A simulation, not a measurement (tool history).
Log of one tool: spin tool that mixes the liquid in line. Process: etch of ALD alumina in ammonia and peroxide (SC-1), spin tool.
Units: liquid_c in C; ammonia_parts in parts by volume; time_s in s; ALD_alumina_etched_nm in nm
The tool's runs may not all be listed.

run,day,liquid_c,ammonia_parts,time_s,ALD_alumina_etched_nm
1,0.000,52.0,0.5,250,12.4600
2,0.108,52.0,0.4,250,12.1860
3,0.262,52.0,0.4,270,13.1760
4,0.554,48.5,0.4,270,10.8600
5,0.825,53.5,0.4,270,14.3290
6,1.196,49.5,0.4,270,11.4590

Forecast run 7:
7,1.383,47.0,0.4,270,?

ALD_alumina_etched_nm: 9.9698 nm

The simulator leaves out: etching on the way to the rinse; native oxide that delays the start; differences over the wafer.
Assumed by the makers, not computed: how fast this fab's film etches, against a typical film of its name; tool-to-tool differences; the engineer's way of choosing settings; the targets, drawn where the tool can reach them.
